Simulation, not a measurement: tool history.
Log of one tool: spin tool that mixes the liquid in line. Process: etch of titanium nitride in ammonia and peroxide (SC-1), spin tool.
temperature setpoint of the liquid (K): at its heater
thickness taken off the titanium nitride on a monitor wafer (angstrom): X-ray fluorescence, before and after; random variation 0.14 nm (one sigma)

run    day  temperature setpoint of the liquid (K)  parts of water to one part of 30 % peroxide (parts by volume)  parts of 29 % ammonia solution to one part of 30 % peroxide (parts by volume)  time under the liquid (s)  thickness taken off the titanium nitride on a monitor wafer (angstrom)
  1  0.000                                  333.15                                                            7.5                                                                            0.4                         50                                                                  71.490
  2  0.058                                  336.15                                                            7.0                                                                            0.4                         50                                                                  91.475
  3  0.267                                  336.15                                                            7.0                                                                            0.3                         50                                                                  85.840
  4  0.346                                  338.15                                                            6.5                                                                            0.3                         50                                                                 102.730
  5  0.679                                  338.15                                                            8.5                                                                            0.3                         50                                                                  87.914
  6  1.050                                  343.15                                                            8.5                                                                            0.3                         50                                                                 121.960

The next listed run, before its measurement:
  7  1.238                                  343.15                                                            7.5                                                                            0.3                         50                                                                       ?

{"run 7": {"thickness taken off the titanium nitride on a monitor wafer (angstrom)": 130.07}}
